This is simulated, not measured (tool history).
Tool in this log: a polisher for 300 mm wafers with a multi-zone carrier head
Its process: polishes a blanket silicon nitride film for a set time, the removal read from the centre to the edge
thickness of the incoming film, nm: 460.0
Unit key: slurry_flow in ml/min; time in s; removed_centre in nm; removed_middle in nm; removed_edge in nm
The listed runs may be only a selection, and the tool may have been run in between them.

run 1 hour=0.0 | slurry_flow=125 centre_zone=1.00 middle_zone=1.00 edge_zone=1.00 time=53 | removed_centre=103.040 removed_middle=104.180 removed_edge=101.920
run 2 hour=6.1 | slurry_flow=120 centre_zone=1.02 middle_zone=0.98 edge_zone=0.98 time=53 | removed_centre=103.140 removed_middle=100.360 removed_edge=99.985
run 3 hour=7.7 | slurry_flow=120 centre_zone=1.02 middle_zone=0.98 edge_zone=1.02 time=53 | removed_centre=103.190 removed_middle=100.300 removed_edge=102.040
run 4 hour=11.1 | slurry_flow=120 centre_zone=0.96 middle_zone=0.98 edge_zone=1.02 time=53 | removed_centre=97.859 removed_middle=98.538 removed_edge=102.830
run 5 hour=13.3 | slurry_flow=120 centre_zone=0.90 middle_zone=0.98 edge_zone=1.02 time=53 | removed_centre=91.561 removed_middle=101.490 removed_edge=102.150
run 6 hour=18.3 | slurry_flow=120 centre_zone=0.90 middle_zone=0.98 edge_zone=1.02 time=63 | removed_centre=108.330 removed_middle=117.990 removed_edge=120.590
run 7 hour=19.0 | slurry_flow=115 centre_zone=0.93 middle_zone=0.96 edge_zone=0.98 time=61 | removed_centre=106.170 removed_middle=111.970 removed_edge=115.950
run 8 hour=25.1 | slurry_flow=115 centre_zone=0.97 middle_zone=0.96 edge_zone=0.96 time=58 | removed_centre=105.830 removed_middle=107.030 removed_edge=108.470

What does the tool deliver on the next run?
run 9 hour=31.4 | slurry_flow=85 centre_zone=1.05 middle_zone=0.87 edge_zone=0.86 time=53 | removed_centre=? removed_middle=? removed_edge=?

Run 9 came out at removed_centre 93.034 nm, removed_middle 82.005 nm, removed_edge 88.502 nm.
